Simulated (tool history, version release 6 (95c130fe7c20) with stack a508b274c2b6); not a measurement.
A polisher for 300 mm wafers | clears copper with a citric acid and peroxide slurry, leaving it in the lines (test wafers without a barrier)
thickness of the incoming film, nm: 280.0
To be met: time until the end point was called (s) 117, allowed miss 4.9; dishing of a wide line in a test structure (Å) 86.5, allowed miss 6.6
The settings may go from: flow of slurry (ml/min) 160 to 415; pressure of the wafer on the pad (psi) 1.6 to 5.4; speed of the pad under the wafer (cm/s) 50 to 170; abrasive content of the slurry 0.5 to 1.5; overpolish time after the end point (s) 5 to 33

| run | hour | flow of slurry (ml/min) | pressure of the wafer on the pad (psi) | speed of the pad under the wafer (cm/s) | abrasive content of the slurry | overpolish time after the end point (s) | time until the end point was called (s) | dishing of a wide line in a test structure (Å) |
|---|---|---|---|---|---|---|---|---|
| 1 | 0 | 265 | 3.5 | 110 | 1 | 17 | 117.89 | 246.85 |
| 2 | 2.7 | 230 | 3.5 | 110 | 1 | 17 | 120.04 | 243.59 |
| 3 | 7.6 | 235 | 3.4 | 112 | 1 | 15 | 118.91 | 222.65 |
| 4 | 15.1 | 235 | 3.4 | 124 | 1 | 15 | 109.57 | 238.84 |
| 5 | 19 | 235 | 3.4 | 124 | 1 | 18 | 107.22 | 259.59 |
| 6 | 26.8 | 220 | 3.1 | 132 | 0.95 | 16 | 114.78 | 246.23 |
| 7 | 35.7 | 255 | 3.3 | 118 | 1.05 | 14 | 115 | 208.94 |
| 8 | 36.4 | 280 | 3 | 122 | 1.15 | 12 | 114.62 | 177.17 |

4 next moves are on the table. One of them brings every result within its allowed miss. Which?
| A | 37.1 | 185 | 3.1 | 138 | 1 | 28 | ? | ? |
| B | 37.1 | 280 | 3.1 | 120 | 1.15 | 23 | ? | ? |
| C | 37.1 | 290 | 3.8 | 104 | 1.15 | 15 | ? | ? |
| D | 37.1 | 280 | 2.9 | 112 | 1.5 | 5 | ? | ? |

| move | time until the end point was called (s) | dishing of a wide line in a test structure (Å) |
|---|---|---|
| A | 115.02 | 352.76 |
| B | 117.32 | 307.29 |
| C | 110.06 | 237.61 |
| D | 120.91 | 85.087 |
A: further off than the last run
B: further off than the last run
C: further off than the last run
D: meets every target
Move D is the one to make.

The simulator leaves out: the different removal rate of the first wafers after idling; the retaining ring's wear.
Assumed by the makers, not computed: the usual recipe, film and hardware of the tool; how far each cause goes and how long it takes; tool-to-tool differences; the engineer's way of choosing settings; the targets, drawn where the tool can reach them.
